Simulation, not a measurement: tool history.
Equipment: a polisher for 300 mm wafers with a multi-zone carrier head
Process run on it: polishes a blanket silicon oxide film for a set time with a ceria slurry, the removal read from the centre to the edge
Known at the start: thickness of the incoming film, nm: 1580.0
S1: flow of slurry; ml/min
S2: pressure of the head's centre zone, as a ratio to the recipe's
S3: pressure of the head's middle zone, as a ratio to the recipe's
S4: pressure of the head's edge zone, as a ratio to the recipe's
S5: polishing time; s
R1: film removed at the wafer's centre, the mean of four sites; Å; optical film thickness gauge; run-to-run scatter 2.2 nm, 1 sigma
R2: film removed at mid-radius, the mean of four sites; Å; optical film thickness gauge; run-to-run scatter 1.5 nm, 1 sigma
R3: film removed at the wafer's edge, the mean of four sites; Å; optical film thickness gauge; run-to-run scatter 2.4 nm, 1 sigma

run,day,S1,S2,S3,S4,S5,R1,R2,R3
1,0.000,275,1.00,1.00,1.00,37,1658.2,1691.5,1611.0
2,0.050,275,1.00,1.00,1.06,37,1646.0,1714.3,1656.8
3,0.338,275,1.08,1.00,1.06,37,1816.2,1694.3,1635.7
4,0.379,275,1.17,1.00,1.06,37,1936.1,1711.9,1678.0
5,0.404,275,1.15,0.98,1.10,40,2093.2,1814.7,1795.3
6,0.779,340,1.15,0.98,1.10,40,2091.8,1846.4,1807.9
7,0.892,340,1.15,0.98,1.10,40,2097.1,1811.9,1814.9
8,1.200,345,1.11,0.95,1.13,43,2175.0,1910.0,1979.9
9,1.483,345,1.10,0.94,1.14,45,2266.5,1980.0,2094.4
10,1.792,345,1.09,0.93,1.15,46,2290.8,2041.4,2105.5

Predict the results of run 11:
# day 2.088: edge zone pressure recalibrated
11,2.088,360,1.08,0.90,1.16,47,?,?,?

R1: 2322.3 Å
R2: 2015.8 Å
R3: 2378.6 Å
